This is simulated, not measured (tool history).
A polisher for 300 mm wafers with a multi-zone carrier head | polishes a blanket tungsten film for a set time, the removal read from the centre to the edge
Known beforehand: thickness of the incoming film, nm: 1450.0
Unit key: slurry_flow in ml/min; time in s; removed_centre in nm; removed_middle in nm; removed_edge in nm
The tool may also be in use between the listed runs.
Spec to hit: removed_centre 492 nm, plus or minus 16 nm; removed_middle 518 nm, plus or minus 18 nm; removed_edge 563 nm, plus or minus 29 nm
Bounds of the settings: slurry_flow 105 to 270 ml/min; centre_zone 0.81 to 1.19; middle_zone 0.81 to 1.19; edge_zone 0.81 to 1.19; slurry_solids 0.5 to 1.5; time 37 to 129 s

| run | hour | slurry_flow | centre_zone | middle_zone | edge_zone | slurry_solids | time | removed_centre | removed_middle | removed_edge |
|---|---|---|---|---|---|---|---|---|---|---|
| 1 | 0 | 175 | 1 | 1 | 1 | 1 | 83 | 354.24 | 360.4 | 372.69 |
| 2 | 7.7 | 175 | 1.03 | 1 | 1 | 1 | 83 | 363.95 | 353.87 | 374.69 |
| 3 | 12.5 | 180 | 1.02 | 1.02 | 1.05 | 1.15 | 88 | 401.19 | 396.76 | 410.26 |
| 4 | 15.9 | 180 | 1.02 | 1.02 | 1 | 1.15 | 88 | 395.77 | 394.33 | 411.93 |
| 5 | 18.7 | 195 | 1.02 | 1.02 | 1 | 1.15 | 88 | 399.05 | 402.56 | 420.53 |
| 6 | 21.6 | 215 | 1.01 | 1.02 | 1 | 1.25 | 91 | 427.26 | 431.57 | 451.4 |
| 7 | 27.1 | 225 | 0.99 | 1.01 | 1.01 | 1.35 | 94 | 444.57 | 446.7 | 471.87 |
| 8 | 29 | 225 | 0.99 | 1.01 | 1.01 | 1.35 | 94 | 449.42 | 443.79 | 469.94 |
| 9 | 31.3 | 235 | 0.96 | 1.01 | 1.03 | 1.4 | 97 | 445.3 | 468.26 | 495.35 |
| 10 | 32.3 | 240 | 0.96 | 1.01 | 1.05 | 1.45 | 99 | 465.29 | 487.21 | 511.68 |
| 11 | 41.2 | 245 | 0.95 | 1 | 1.06 | 1.45 | 101 | 464.25 | 488.73 | 526.84 |
| 12 | 43.9 | 250 | 0.95 | 1 | 1.07 | 1.45 | 102 | 475.61 | 491.11 | 532.99 |

Consider the 4 candidate settings below. Which is the only one whose results all fall within their allowed miss of target?
| A | 46.6 | 270 | 1.02 | 0.86 | 1.08 | 1.5 | 105 | ? | ? | ? |
| B | 46.6 | 225 | 0.99 | 1.07 | 1.18 | 1.4 | 104 | ? | ? | ? |
| C | 46.6 | 255 | 0.99 | 0.82 | 0.98 | 1.45 | 112 | ? | ? | ? |
| D | 46.6 | 270 | 0.99 | 0.87 | 1.04 | 1.5 | 106 | ? | ? | ? |

| move | removed_centre | removed_middle | removed_edge |
|---|---|---|---|
| A | 532.21 | 460.45 | 570.81 |
| B | 492.5 | 514.55 | 572.25 |
| C | 542.62 | 468.65 | 572.98 |
| D | 521.39 | 468.71 | 565.26 |
A: moves away from the targets compared with the last run
B: meets every target
C: moves away from the targets compared with the last run
D: moves away from the targets compared with the last run
Move B is the one to make.

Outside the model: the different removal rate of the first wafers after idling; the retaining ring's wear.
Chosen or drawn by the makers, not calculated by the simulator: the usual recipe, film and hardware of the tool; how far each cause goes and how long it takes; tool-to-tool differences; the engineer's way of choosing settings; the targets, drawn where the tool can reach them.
